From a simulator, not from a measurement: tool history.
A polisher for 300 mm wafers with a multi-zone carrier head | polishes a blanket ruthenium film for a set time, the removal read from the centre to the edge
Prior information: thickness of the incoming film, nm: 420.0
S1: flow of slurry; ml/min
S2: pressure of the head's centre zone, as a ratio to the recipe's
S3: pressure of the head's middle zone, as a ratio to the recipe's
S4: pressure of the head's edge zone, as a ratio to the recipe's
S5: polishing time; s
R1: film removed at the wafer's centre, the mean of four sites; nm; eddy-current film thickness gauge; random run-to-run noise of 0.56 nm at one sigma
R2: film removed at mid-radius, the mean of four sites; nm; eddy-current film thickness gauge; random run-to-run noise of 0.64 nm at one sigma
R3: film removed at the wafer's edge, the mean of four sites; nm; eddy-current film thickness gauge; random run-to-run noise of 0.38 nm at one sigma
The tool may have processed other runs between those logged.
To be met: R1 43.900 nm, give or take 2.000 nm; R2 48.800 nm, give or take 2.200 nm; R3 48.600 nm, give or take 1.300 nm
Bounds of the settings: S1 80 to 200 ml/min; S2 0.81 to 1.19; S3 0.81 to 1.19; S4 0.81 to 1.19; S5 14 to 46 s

run,hour,S1,S2,S3,S4,S5,R1,R2,R3
1,0.0,130,1.00,1.00,1.00,30,40.543,42.468,40.508
2,1.6,140,0.99,1.01,1.03,30,41.030,42.137,40.913
3,5.7,140,0.97,1.02,1.04,31,42.419,43.623,43.038
4,11.8,140,0.97,1.02,1.11,31,41.920,44.811,43.987
5,19.1,140,0.97,0.94,1.11,31,41.647,41.580,44.731
6,20.6,140,0.97,0.94,1.11,25,33.258,33.389,36.272
7,28.8,145,0.96,0.96,1.12,27,35.983,37.790,38.841
8,30.9,150,0.95,0.97,1.13,28,37.056,38.986,40.728
9,38.7,155,0.95,0.98,1.14,29,39.538,40.875,42.209
10,44.1,155,0.94,0.99,1.15,30,39.797,42.659,43.803

Pick the move, out of 5, that brings all results within their allowed miss; only one does.
A,49.5,200,0.86,1.06,1.18,35,?,?,?
B,49.5,140,0.86,0.82,1.19,32,?,?,?
C,49.5,200,0.89,0.97,1.06,34,?,?,?
D,49.5,155,0.90,0.98,1.17,35,?,?,?
E,49.5,160,0.98,0.90,1.17,34,?,?,?

move,R1,R2,R3
A,43.185,54.396,52.605
B,37.293,38.209,46.765
C,43.400,49.021,48.440
D,43.476,49.167,51.133
E,46.228,44.663,49.887
A: takes the result that was furthest off past its target
B: its largest miss is bigger than the last run's
C: every result lands within tolerance
D: takes the result that was furthest off past its target
E: meets the target for the result that was furthest off, but another lies outside its allowed miss
Answer: C

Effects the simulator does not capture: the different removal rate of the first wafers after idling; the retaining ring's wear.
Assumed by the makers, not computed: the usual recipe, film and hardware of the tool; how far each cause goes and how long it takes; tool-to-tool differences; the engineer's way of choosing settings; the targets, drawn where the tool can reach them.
